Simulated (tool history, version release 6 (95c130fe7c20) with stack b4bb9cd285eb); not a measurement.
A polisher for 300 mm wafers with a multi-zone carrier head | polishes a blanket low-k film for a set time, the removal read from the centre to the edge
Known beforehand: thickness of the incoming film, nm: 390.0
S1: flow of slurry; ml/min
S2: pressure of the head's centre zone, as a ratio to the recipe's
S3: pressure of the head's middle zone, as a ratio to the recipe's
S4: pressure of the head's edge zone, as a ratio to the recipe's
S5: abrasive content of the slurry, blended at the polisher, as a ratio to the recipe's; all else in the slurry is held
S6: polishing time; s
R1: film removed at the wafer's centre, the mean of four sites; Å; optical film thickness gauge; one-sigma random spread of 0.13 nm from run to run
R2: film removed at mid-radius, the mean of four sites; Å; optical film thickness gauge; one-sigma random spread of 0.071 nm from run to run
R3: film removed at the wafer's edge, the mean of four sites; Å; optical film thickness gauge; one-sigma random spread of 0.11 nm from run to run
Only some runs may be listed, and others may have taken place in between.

run,hour,S1,S2,S3,S4,S5,S6,R1,R2,R3
1,0,245,1,1,1,1,32,93.082,92.418,91.414
2,5.6,255,1.03,1.02,1.02,1.05,32,97.078,95.645,94.316
3,9.2,255,1.03,1.02,1.02,0.85,32,87.857,87.845,84.803
4,15.7,255,1.03,1.02,1.02,0.85,27,75.419,72.804,72.364
5,24.1,255,1.03,1.02,0.96,0.85,27,74.578,73.398,70.455
6,33.1,255,1.03,0.94,0.96,0.85,27,74.577,68.067,71.106
7,37.1,260,1.05,0.97,0.98,0.95,27,81.332,73.772,74.95

Forecast run 8:
8,41,265,1.06,0.99,1,1.05,27,?,?,?

{"run 8": {"R1": 85.426, "R2": 78.653, "R3": 80.23}}
